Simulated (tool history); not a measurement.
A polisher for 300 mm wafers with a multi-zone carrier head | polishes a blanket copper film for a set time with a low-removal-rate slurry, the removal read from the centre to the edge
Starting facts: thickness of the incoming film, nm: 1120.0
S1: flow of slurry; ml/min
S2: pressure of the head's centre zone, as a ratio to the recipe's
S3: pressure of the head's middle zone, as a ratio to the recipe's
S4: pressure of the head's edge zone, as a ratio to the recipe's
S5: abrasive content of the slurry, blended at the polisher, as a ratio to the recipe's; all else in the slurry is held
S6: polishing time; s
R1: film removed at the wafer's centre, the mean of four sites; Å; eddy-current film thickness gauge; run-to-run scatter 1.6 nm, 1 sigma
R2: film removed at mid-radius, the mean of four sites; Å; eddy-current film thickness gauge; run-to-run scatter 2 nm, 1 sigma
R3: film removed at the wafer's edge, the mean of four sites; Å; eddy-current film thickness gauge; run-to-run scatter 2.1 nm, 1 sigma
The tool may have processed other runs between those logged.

run	hour	S1	S2	S3	S4	S5	S6	R1	R2	R3
1	0	170	1	1	1	1	76	1582.6	1618.2	1584
2	0.6	190	1	1	1	1	76	1650.8	1645.9	1617.8
3	6.2	190	1	1	1	1.15	76	1681.1	1686	1673.3
4	14.4	190	1	1	1	1.3	76	1709.3	1740.4	1708.8
5	22.7	190	1.08	1	1	1.3	76	1816.3	1711.5	1704.2
6	31.1	200	1.04	1.03	1.04	1.35	80	1876.9	1898.9	1826.3
7	32	200	1	1.03	1.07	1.4	84	1924.8	1984	1992.9
8	33	200	1	1.03	1.07	1.4	84	1902.2	2015.8	1973.3
9	40.6	205	0.98	1.04	1.09	1.4	87	1960.3	2115.7	2051.8

The next listed run, before its measurement:
10	47.9	205	0.96	1.05	1.11	1.4	90	?	?	?

{"run 10": {"R1": 1962.4, "R2": 2146.8, "R3": 2163.5}}

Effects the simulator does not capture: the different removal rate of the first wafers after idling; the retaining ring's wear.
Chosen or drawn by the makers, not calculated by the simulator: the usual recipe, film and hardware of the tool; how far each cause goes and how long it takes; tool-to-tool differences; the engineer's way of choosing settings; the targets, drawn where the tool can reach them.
